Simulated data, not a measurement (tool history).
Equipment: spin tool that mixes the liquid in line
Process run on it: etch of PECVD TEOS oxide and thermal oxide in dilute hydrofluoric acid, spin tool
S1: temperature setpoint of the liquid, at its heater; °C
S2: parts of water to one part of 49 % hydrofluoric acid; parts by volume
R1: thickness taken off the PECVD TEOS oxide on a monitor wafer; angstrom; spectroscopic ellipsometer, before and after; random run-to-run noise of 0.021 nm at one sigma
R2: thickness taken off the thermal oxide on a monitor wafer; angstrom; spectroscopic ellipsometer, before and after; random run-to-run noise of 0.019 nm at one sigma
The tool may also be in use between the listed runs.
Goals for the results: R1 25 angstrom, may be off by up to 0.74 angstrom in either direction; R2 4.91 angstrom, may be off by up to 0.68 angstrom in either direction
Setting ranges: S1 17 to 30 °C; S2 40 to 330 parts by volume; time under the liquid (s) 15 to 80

Run 1, hour 0: S1 22 °C, S2 185 parts by volume, time under the liquid (s) 40. Result: R1 40.782 angstrom, R2 8.0171 angstrom.
Run 2, hour 6.6: S1 22 °C, S2 185 parts by volume, time under the liquid (s) 55. Result: R1 56.268 angstrom, R2 10.795 angstrom.
Run 3, hour 12.5: S1 20 °C, S2 185 parts by volume, time under the liquid (s) 55. Result: R1 52.646 angstrom, R2 10.323 angstrom.
Run 4, hour 19.9: S1 20 °C, S2 185 parts by volume, time under the liquid (s) 65. Result: R1 61.943 angstrom, R2 11.784 angstrom.
Run 5, hour 22: S1 18.5 °C, S2 185 parts by volume, time under the liquid (s) 65. Result: R1 58.388 angstrom, R2 11.821 angstrom.
Run 6, hour 30: S1 21 °C, S2 185 parts by volume, time under the liquid (s) 65. Result: R1 63.679 angstrom, R2 13.42 angstrom.
Run 7, hour 34: S1 20 °C, S2 220 parts by volume, time under the liquid (s) 65. Result: R1 49.585 angstrom, R2 9.8354 angstrom.
Run 8, hour 36.4: S1 19 °C, S2 245 parts by volume, time under the liquid (s) 65. Result: R1 42.603 angstrom, R2 7.8228 angstrom.
Run 9, hour 40.3: S1 23 °C, S2 315 parts by volume, time under the liquid (s) 60. Result: R1 32.841 angstrom, R2 6.4764 angstrom.
Run 10, hour 46.3: S1 21.5 °C, S2 315 parts by volume, time under the liquid (s) 60. Result: R1 30.981 angstrom, R2 6.1222 angstrom.
Run 11, hour 54.3: S1 20.5 °C, S2 315 parts by volume, time under the liquid (s) 60. Result: R1 30.613 angstrom, R2 5.5383 angstrom.
Run 12, hour 59: S1 22.5 °C, S2 330 parts by volume, time under the liquid (s) 55. Result: R1 28.128 angstrom, R2 5.5202 angstrom.
Run 13, hour 63.9: S1 22.5 °C, S2 330 parts by volume, time under the liquid (s) 55. Result: R1 28.121 angstrom, R2 5.72 angstrom.

Exactly one of the 5 candidate moves below puts every result within its allowed miss. Which one?
Run A, hour 68.8: S1 20.5 °C, S2 310 parts by volume, time under the liquid (s) 60. Result: R1 ?, R2 ?.
Run B, hour 68.8: S1 22 °C, S2 330 parts by volume, time under the liquid (s) 50. Result: R1 ?, R2 ?.
Run C, hour 68.8: S1 22 °C, S2 315 parts by volume, time under the liquid (s) 55. Result: R1 ?, R2 ?.
Run D, hour 68.8: S1 19.5 °C, S2 330 parts by volume, time under the liquid (s) 50. Result: R1 ?, R2 ?.
Run E, hour 68.8: S1 24 °C, S2 280 parts by volume, time under the liquid (s) 40. Result: R1 ?, R2 ?.

move      R1      R2
   A  30.909  5.4518
   B  25.066  4.4211
   C  29.284  5.1652
   D  22.932  4.0447
   E  26.583  4.6887
A: the biggest miss grows against the last run
B: every result within its allowed miss
C: the biggest miss grows against the last run
D: moves the result that the last run missed by most past its target, out the other side
E: an improvement on the last run, though not all results are within tolerance
The right move is B.
